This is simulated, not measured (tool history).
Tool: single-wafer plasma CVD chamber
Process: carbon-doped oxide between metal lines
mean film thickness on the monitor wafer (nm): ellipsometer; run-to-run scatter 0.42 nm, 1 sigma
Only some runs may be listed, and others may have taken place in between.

run  hour  heater temperature setpoint (deg C)  chamber pressure (mTorr)  RF power (W)  deposition time (s)  mean film thickness on the monitor wafer (nm)
  1   0.0                                  345                      5320           640                 32.6                                         185.32
  2   2.2                                  348                      5020           610                 32.6                                         175.80
  3   9.2                                  348                      5020           670                 32.6                                         189.68
  4  11.1                                  358                      5020           670                 32.6                                         185.57
  5  12.9                                  358                      5020           670                 32.6                                         184.42
  6  21.0                                  359                      4850           640                 32.6                                         177.21
  7  27.6                                  364                      4160           570                 32.6                                         155.35

Run 8 is up next; what results do you expect?
  8  31.1                                  364                      4160           570                 32.6                                              ?

{"run 8": {"mean film thickness on the monitor wafer (nm)": 155.03}}

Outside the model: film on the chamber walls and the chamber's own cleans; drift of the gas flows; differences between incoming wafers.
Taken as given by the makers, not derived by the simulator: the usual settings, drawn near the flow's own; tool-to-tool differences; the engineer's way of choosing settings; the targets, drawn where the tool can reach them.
